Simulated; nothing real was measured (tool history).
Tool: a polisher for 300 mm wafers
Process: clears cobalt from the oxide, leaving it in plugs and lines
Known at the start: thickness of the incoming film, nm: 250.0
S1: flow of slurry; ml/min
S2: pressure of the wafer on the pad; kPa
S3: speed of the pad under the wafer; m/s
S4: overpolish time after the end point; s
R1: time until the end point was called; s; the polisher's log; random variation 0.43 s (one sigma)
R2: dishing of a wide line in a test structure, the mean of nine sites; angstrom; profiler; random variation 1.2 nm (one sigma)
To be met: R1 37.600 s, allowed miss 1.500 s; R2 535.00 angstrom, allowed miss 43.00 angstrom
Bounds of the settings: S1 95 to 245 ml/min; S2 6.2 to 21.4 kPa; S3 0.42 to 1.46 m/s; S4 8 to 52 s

| run | day | S1 | S2 | S3 | S4 | R1 | R2 |
|---|---|---|---|---|---|---|---|
| 1 | 0.000 | 155 | 13.8 | 0.94 | 26 | 50.174 | 590.24 |
| 2 | 0.133 | 180 | 13.8 | 0.94 | 26 | 47.806 | 617.75 |
| 3 | 0.250 | 180 | 13.8 | 0.94 | 16 | 48.476 | 491.15 |
| 4 | 0.392 | 180 | 13.8 | 0.94 | 24 | 47.110 | 596.27 |
| 5 | 0.433 | 180 | 13.8 | 1.06 | 24 | 42.388 | 593.26 |
| 6 | 0.496 | 180 | 13.8 | 0.98 | 24 | 45.827 | 594.02 |
| 7 | 0.533 | 190 | 16.5 | 1.00 | 11 | 37.513 | 460.54 |
| 8 | 0.850 | 185 | 16.5 | 1.00 | 20 | 37.595 | 586.39 |
| 9 | 1.038 | 185 | 16.5 | 1.00 | 19 | 37.907 | 579.09 |

4 next moves are on the table. One of them brings every result within its allowed miss. Which?
| A | 1.225 | 160 | 17.2 | 0.94 | 25 | ? | ? |
| B | 1.225 | 165 | 17.9 | 0.90 | 23 | ? | ? |
| C | 1.225 | 175 | 16.5 | 0.98 | 32 | ? | ? |
| D | 1.225 | 195 | 16.5 | 1.00 | 15 | ? | ? |

| move | R1 | R2 |
|---|---|---|
| A | 38.637 | 637.89 |
| B | 38.362 | 625.79 |
| C | 38.310 | 669.37 |
| D | 37.103 | 545.80 |
A: further off than the last run
B: further off than the last run
C: further off than the last run
D: meets every target
The right move is D.

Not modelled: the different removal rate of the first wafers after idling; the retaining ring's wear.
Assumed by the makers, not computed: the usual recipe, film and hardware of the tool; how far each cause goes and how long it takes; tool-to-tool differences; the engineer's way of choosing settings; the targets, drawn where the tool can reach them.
